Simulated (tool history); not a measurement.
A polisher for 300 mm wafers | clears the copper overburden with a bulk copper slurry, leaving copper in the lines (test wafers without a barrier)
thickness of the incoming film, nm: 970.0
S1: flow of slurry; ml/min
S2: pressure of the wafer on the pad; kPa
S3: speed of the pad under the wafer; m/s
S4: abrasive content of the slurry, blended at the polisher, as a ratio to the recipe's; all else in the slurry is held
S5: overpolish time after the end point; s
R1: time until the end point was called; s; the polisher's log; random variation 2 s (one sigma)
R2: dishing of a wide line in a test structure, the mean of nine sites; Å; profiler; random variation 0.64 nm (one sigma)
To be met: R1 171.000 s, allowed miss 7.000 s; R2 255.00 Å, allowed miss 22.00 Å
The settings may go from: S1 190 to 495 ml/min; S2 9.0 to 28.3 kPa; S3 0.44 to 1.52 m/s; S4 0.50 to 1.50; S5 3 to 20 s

run,hour,S1,S2,S3,S4,S5,R1,R2
1,0.0,320,18.6,0.98,1.00,10,101.720,512.79
2,3.1,320,18.6,1.20,1.00,10,85.005,611.98
3,5.9,320,18.6,1.20,1.00,7,85.855,439.58
4,7.2,320,18.6,1.10,1.00,7,91.980,424.28
5,12.1,320,15.9,1.06,1.00,7,108.000,366.88
6,17.8,320,17.9,1.06,1.00,7,99.107,409.95
7,22.9,320,13.1,0.88,1.00,8,149.330,301.64
8,29.6,320,12.4,0.88,1.00,8,156.170,313.98
9,32.8,320,11.7,0.88,1.00,8,162.790,294.27

Which of these 4 next moves meets every target?
A,36.0,320,13.1,0.90,1.00,6,?,?
B,36.0,320,12.4,0.88,1.05,8,?,?
C,36.0,265,9.0,0.86,1.20,8,?,?
D,36.0,260,12.4,0.84,0.90,7,?,?

move,R1,R2
A,146.460,254.91
B,153.190,311.38
C,190.400,255.42
D,171.630,253.27
A: brings the result that was furthest off to its target, and leaves another outside
B: further off than the last run
C: brings the result that was furthest off to its target, and leaves another outside
D: meets every target
The right move is D.
